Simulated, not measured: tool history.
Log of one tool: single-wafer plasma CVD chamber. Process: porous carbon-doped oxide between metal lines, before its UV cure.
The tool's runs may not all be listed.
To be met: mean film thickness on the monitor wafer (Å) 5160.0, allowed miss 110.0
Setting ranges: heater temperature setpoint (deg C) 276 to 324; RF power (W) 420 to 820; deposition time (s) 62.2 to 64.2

run    day  heater temperature setpoint (deg C)  RF power (W)  deposition time (s)  mean film thickness on the monitor wafer (Å)
  1  0.000                                  300           620                 62.2                                        4268.3
  2  0.042                                  295           640                 62.3                                        4510.3
  3  0.142                                  290           640                 62.3                                        4648.8
  4  0.517                                  287           650                 62.3                                        4755.6
  5  0.588                                  287           610                 62.3                                        4513.7
  6  0.788                                  285           630                 62.4                                        4725.0
  7  1.108                                  283           640                 62.5                                        4873.5
  8  1.267                                  283           640                 62.5                                        4858.9
  9  1.479                                  281           645                 62.5                                        4953.5
 10  1.688                                  281           645                 62.5                                        4906.3
 11  1.817                                  280           650                 62.5                                        5005.3
 12  2.108                                  279           655                 62.5                                        5019.3

5 candidate next runs follow, results not yet known. Just one meets every target within its allowed miss. Identify it.
  A  2.400                                  290           670                 62.2                                             ?
  B  2.400                                  281           650                 62.2                                             ?
  C  2.400                                  281           660                 62.2                                             ?
  D  2.400                                  287           685                 64.2                                             ?
  E  2.400                                  285           680                 62.2                                             ?

move  mean film thickness on the monitor wafer (Å)
   A                                        4787.7
   B                                        4916.9
   C                                        4976.7
   D                                        5109.9
   E                                        4980.6
A: further off than the last run
B: further off than the last run
C: further off than the last run
D: all results in spec
E: further off than the last run
Answer: D
